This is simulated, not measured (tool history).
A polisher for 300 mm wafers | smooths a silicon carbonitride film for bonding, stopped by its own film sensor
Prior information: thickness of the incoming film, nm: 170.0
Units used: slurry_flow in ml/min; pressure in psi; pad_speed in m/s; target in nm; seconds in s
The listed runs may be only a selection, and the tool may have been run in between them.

| run | day | slurry_flow | pressure | pad_speed | slurry_solids | target | seconds |
|---|---|---|---|---|---|---|---|
| 1 | 0.000 | 140 | 2.1 | 1.06 | 1.0 | 136 | 155.57 |
| 2 | 0.171 | 140 | 2.3 | 1.08 | 1.0 | 136 | 139.52 |
| 3 | 0.271 | 140 | 2.4 | 1.10 | 1.0 | 136 | 135.02 |
| 4 | 0.617 | 140 | 2.4 | 1.24 | 1.0 | 136 | 124.20 |
| 5 | 0.871 | 140 | 2.5 | 1.24 | 1.0 | 136 | 118.98 |
| 6 | 0.896 | 140 | 2.6 | 1.24 | 1.0 | 136 | 114.76 |
| 7 | 1.071 | 140 | 2.6 | 1.24 | 1.0 | 136 | 113.61 |
| 8 | 1.312 | 140 | 2.7 | 1.24 | 1.0 | 136 | 112.67 |

What does the tool deliver on the next run?
| 9 | 1.358 | 140 | 2.8 | 1.24 | 1.0 | 136 | ? |

Run 9 yielded seconds 106.95 s.

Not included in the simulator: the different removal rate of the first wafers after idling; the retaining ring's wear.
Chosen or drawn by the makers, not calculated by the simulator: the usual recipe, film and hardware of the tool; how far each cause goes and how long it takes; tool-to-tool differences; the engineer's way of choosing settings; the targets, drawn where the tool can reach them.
